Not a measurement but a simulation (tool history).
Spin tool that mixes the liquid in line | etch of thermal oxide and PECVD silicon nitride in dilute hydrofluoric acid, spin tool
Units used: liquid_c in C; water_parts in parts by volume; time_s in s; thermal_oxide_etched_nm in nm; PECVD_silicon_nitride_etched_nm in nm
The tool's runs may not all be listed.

run,hour,liquid_c,water_parts,time_s,thermal_oxide_etched_nm,PECVD_silicon_nitride_etched_nm
1,0.0,25.0,235,180,3.1507,1.3083
2,4.8,25.0,175,180,4.5533,1.7412
3,13.7,25.0,110,180,7.8397,2.7466
4,18.6,25.0,135,180,6.1137,2.2711
5,24.5,25.0,55,180,16.6320,5.7385
6,26.2,25.5,80,180,11.3680,4.0301
7,34.3,26.0,105,180,8.4568,3.1127
8,43.2,27.0,120,180,7.6359,2.8178

Expected results for the next run?
9,49.2,28.0,140,180,?,?

Run 9 produced thermal_oxide_etched_nm 6.5369 nm, PECVD_silicon_nitride_etched_nm 2.6687 nm.
